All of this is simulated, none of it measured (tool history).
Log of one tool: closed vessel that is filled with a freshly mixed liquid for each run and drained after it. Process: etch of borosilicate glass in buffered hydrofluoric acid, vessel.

run	hour	temperature setpoint of the liquid (°C)	parts of 40 % ammonium fluoride to one part of 49 % hydrofluoric acid (parts by volume)	time in the liquid (s)	thickness taken off the borosilicate glass on a monitor wafer (Å)
1	0.0	21.0	7.5	100	1442.3
2	3.7	21.0	7.5	105	1497.5
3	7.0	17.5	7.5	105	1239.9
4	8.7	19.0	7.5	105	1353.3
5	16.6	19.0	7.5	105	1348.3
6	21.9	20.0	7.5	105	1412.6

Forecast run 7:
7	28.6	20.0	7.5	105	?

Run 7 gave thickness taken off the borosilicate glass on a monitor wafer (Å) 1404.4.
